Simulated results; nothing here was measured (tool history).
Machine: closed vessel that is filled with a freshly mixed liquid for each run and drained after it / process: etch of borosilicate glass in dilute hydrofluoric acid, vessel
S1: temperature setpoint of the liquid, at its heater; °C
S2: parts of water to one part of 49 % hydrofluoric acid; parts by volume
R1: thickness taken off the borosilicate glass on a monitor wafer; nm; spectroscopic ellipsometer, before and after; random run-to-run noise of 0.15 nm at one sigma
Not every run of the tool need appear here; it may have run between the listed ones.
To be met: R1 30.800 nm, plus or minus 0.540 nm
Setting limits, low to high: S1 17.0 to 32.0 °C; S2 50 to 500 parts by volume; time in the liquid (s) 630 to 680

Run 1, hour 0.0: S1 24.0 °C, S2 275 parts by volume, time in the liquid (s) 630. Result: R1 55.178 nm.
Run 2, hour 4.6: S1 22.5 °C, S2 290 parts by volume, time in the liquid (s) 630. Result: R1 49.130 nm.
Run 3, hour 7.5: S1 22.5 °C, S2 290 parts by volume, time in the liquid (s) 630. Result: R1 49.016 nm.
Run 4, hour 9.1: S1 22.5 °C, S2 290 parts by volume, time in the liquid (s) 630. Result: R1 48.640 nm.
Run 5, hour 12.6: S1 22.5 °C, S2 290 parts by volume, time in the liquid (s) 680. Result: R1 52.672 nm.
Run 6, hour 17.5: S1 21.5 °C, S2 305 parts by volume, time in the liquid (s) 680. Result: R1 47.792 nm.
At hour 21.1: thermometer replaced.
Run 7, hour 21.1: S1 17.5 °C, S2 385 parts by volume, time in the liquid (s) 680. Result: R1 28.205 nm.
Run 8, hour 23.2: S1 18.0 °C, S2 385 parts by volume, time in the liquid (s) 680. Result: R1 29.002 nm.
Run 9, hour 26.6: S1 18.5 °C, S2 385 parts by volume, time in the liquid (s) 680. Result: R1 29.454 nm.
Run 10, hour 28.6: S1 19.0 °C, S2 385 parts by volume, time in the liquid (s) 680. Result: R1 30.239 nm.

Which single option among these 4 for the next run brings every result within its allowed miss of target? Just one does.
Run A, hour 30.6: S1 19.5 °C, S2 375 parts by volume, time in the liquid (s) 660. Result: R1 ?.
Run B, hour 30.6: S1 18.0 °C, S2 380 parts by volume, time in the liquid (s) 680. Result: R1 ?.
Run C, hour 30.6: S1 18.0 °C, S2 360 parts by volume, time in the liquid (s) 630. Result: R1 ?.
Run D, hour 30.6: S1 21.0 °C, S2 390 parts by volume, time in the liquid (s) 635. Result: R1 ?.

move      R1
   A  30.560
   B  29.333
   C  29.154
   D  29.416
A: all results in spec
B: its largest miss is bigger than the last run's
C: its largest miss is bigger than the last run's
D: its largest miss is bigger than the last run's
Move A is the one to make.
